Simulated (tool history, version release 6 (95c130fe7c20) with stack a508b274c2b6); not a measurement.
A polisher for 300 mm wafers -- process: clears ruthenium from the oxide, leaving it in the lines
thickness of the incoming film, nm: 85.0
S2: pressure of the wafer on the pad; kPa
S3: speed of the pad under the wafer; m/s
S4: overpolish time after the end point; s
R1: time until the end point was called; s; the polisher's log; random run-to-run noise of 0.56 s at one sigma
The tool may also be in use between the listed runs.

Run 1, hour 0: flow of slurry (ml/min) 180, S2 18.6 kPa, S3 0.76 m/s, S4 35 s. Result: R1 84.886 s.
Run 2, hour 6.6: flow of slurry (ml/min) 180, S2 14.5 kPa, S3 0.76 m/s, S4 35 s. Result: R1 110.22 s.
Run 3, hour 9: flow of slurry (ml/min) 180, S2 17.2 kPa, S3 0.76 m/s, S4 35 s. Result: R1 93.17 s.
Run 4, hour 17.7: flow of slurry (ml/min) 180, S2 20 kPa, S3 0.76 m/s, S4 35 s. Result: R1 80.514 s.
Run 5, hour 22.8: flow of slurry (ml/min) 180, S2 22.1 kPa, S3 0.78 m/s, S4 35 s. Result: R1 70.72 s.
Run 6, hour 25.3: flow of slurry (ml/min) 180, S2 23.4 kPa, S3 0.8 m/s, S4 35 s. Result: R1 65.464 s.

Run 7 is up next; what results do you expect?
Run 7, hour 32.4: flow of slurry (ml/min) 180, S2 24.8 kPa, S3 0.82 m/s, S4 35 s. Result: R1 ?.

{"run 7": {"R1": 59.926}}
